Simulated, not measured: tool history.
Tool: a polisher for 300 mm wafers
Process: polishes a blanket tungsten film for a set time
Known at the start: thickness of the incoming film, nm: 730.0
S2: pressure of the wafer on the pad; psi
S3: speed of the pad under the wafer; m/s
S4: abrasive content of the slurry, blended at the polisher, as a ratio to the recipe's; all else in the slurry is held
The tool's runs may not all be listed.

Run 1, hour 0: flow of slurry (ml/min) 120, S2 2.7 psi, S3 1.3 m/s, S4 1, polishing time (s) 34. Result: film removed (Å) 1962.7.
Run 2, hour 5.4: flow of slurry (ml/min) 120, S2 2.3 psi, S3 1.3 m/s, S4 1, polishing time (s) 34. Result: film removed (Å) 1670.3.
Run 3, hour 11.7: flow of slurry (ml/min) 120, S2 2.3 psi, S3 1.3 m/s, S4 1, polishing time (s) 34. Result: film removed (Å) 1692.3.
Run 4, hour 19.1: flow of slurry (ml/min) 125, S2 2.4 psi, S3 1.3 m/s, S4 1, polishing time (s) 34. Result: film removed (Å) 1774.8.
At hour 26.8: head pressure recalibrated.
Run 5, hour 26.8: flow of slurry (ml/min) 125, S2 2.4 psi, S3 1.3 m/s, S4 1, polishing time (s) 30. Result: film removed (Å) 1397.6.
Run 6, hour 35.3: flow of slurry (ml/min) 125, S2 2.4 psi, S3 1.3 m/s, S4 0.8, polishing time (s) 30. Result: film removed (Å) 1314.2.

Forecast run 7:
Run 7, hour 41.8: flow of slurry (ml/min) 155, S2 3.1 psi, S3 1.32 m/s, S4 0.8, polishing time (s) 30. Result: film removed (Å) ?.

Run 7 gave film removed (Å) 1783.6.

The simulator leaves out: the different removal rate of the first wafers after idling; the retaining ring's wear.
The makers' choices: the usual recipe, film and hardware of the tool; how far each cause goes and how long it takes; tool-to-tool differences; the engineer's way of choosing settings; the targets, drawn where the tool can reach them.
